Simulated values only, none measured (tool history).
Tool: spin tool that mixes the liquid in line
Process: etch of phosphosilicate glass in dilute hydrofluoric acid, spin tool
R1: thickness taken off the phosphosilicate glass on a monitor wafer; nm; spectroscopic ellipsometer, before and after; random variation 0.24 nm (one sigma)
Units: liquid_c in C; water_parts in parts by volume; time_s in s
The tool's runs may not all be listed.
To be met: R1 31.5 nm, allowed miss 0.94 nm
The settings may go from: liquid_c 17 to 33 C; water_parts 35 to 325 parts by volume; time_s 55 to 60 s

Run 1, hour 0: liquid_c 25 C, water_parts 180 parts by volume, time_s 55 s. Result: R1 38.09 nm.
Run 2, hour 6.4: liquid_c 25 C, water_parts 115 parts by volume, time_s 55 s. Result: R1 65.198 nm.
Run 3, hour 11.9: liquid_c 25 C, water_parts 90 parts by volume, time_s 55 s. Result: R1 84.678 nm.
Run 4, hour 14.8: liquid_c 24 C, water_parts 100 parts by volume, time_s 55 s. Result: R1 72.811 nm.
Run 5, hour 23.5: liquid_c 24 C, water_parts 100 parts by volume, time_s 60 s. Result: R1 80.423 nm.
Run 6, hour 24.7: liquid_c 23 C, water_parts 110 parts by volume, time_s 60 s. Result: R1 68.398 nm.
Run 7, hour 33.1: liquid_c 19 C, water_parts 180 parts by volume, time_s 60 s. Result: R1 33.172 nm.
Run 8, hour 34.3: liquid_c 19 C, water_parts 180 parts by volume, time_s 60 s. Result: R1 33.145 nm.
Run 9, hour 36.6: liquid_c 18.5 C, water_parts 180 parts by volume, time_s 60 s. Result: R1 32.466 nm.

4 next moves are on the table. One of them brings every result within its allowed miss. Which?
Run A, hour 38.9: liquid_c 17 C, water_parts 155 parts by volume, time_s 55 s. Result: R1 ?.
Run B, hour 38.9: liquid_c 20.5 C, water_parts 185 parts by volume, time_s 55 s. Result: R1 ?.
Run C, hour 38.9: liquid_c 18.5 C, water_parts 175 parts by volume, time_s 60 s. Result: R1 ?.
Run D, hour 38.9: liquid_c 20.5 C, water_parts 175 parts by volume, time_s 55 s. Result: R1 ?.

move      R1
   A  33.752
   B  31.457
   C  33.926
   D  33.606
A: further off than the last run
B: meets every target
C: further off than the last run
D: further off than the last run
The right move is B.
